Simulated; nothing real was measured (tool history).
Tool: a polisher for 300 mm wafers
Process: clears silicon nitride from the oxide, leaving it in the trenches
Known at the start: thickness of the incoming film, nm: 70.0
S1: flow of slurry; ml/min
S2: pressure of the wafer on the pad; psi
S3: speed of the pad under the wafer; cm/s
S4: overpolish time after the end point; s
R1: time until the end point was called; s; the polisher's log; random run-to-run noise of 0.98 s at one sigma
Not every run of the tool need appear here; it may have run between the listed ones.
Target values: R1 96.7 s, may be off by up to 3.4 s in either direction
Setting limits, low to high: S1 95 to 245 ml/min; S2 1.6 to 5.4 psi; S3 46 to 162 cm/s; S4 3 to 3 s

Run 1, hour 0: S1 155 ml/min, S2 3.5 psi, S3 104 cm/s, S4 3 s. Result: R1 50.336 s.
Run 2, hour 7.1: S1 140 ml/min, S2 3.5 psi, S3 104 cm/s, S4 3 s. Result: R1 51.9 s.
Run 3, hour 10.9: S1 140 ml/min, S2 3.5 psi, S3 104 cm/s, S4 3 s. Result: R1 51.165 s.
Run 4, hour 17.2: S1 140 ml/min, S2 2.8 psi, S3 104 cm/s, S4 3 s. Result: R1 62.313 s.
Run 5, hour 20: S1 160 ml/min, S2 2.8 psi, S3 104 cm/s, S4 3 s. Result: R1 60.565 s.
Run 6, hour 22.4: S1 155 ml/min, S2 2.6 psi, S3 102 cm/s, S4 3 s. Result: R1 65.289 s.
Run 7, hour 30.9: S1 140 ml/min, S2 1.6 psi, S3 88 cm/s, S4 3 s. Result: R1 114.83 s.
Run 8, hour 38: S1 145 ml/min, S2 1.6 psi, S3 88 cm/s, S4 3 s. Result: R1 115.88 s.
Run 9, hour 46.3: S1 145 ml/min, S2 1.6 psi, S3 88 cm/s, S4 3 s. Result: R1 112.84 s.
Run 10, hour 49.2: S1 150 ml/min, S2 1.6 psi, S3 88 cm/s, S4 3 s. Result: R1 114.39 s.
Run 11, hour 50.4: S1 155 ml/min, S2 1.7 psi, S3 88 cm/s, S4 3 s. Result: R1 106.26 s.
Run 12, hour 53.7: S1 160 ml/min, S2 1.7 psi, S3 88 cm/s, S4 3 s. Result: R1 106.94 s.
Run 13, hour 57.4: S1 165 ml/min, S2 1.7 psi, S3 88 cm/s, S4 3 s. Result: R1 108.39 s.

Pick the move, out of 5, that brings all results within their allowed miss; only one does.
Run A, hour 61.1: S1 155 ml/min, S2 1.9 psi, S3 72 cm/s, S4 3 s. Result: R1 ?.
Run B, hour 61.1: S1 160 ml/min, S2 2.1 psi, S3 72 cm/s, S4 3 s. Result: R1 ?.
Run C, hour 61.1: S1 170 ml/min, S2 2 psi, S3 84 cm/s, S4 3 s. Result: R1 ?.
Run D, hour 61.1: S1 170 ml/min, S2 1.6 psi, S3 74 cm/s, S4 3 s. Result: R1 ?.
Run E, hour 61.1: S1 145 ml/min, S2 2 psi, S3 74 cm/s, S4 3 s. Result: R1 ?.

move      R1
   A   118.9
   B  108.96
   C  96.768
   D  130.58
   E  112.55
A: its largest miss is bigger than the last run's
B: no nearer and no further than the last run
C: meets every target
D: its largest miss is bigger than the last run's
E: its largest miss is bigger than the last run's
C is the move that brings every result within its allowed miss.
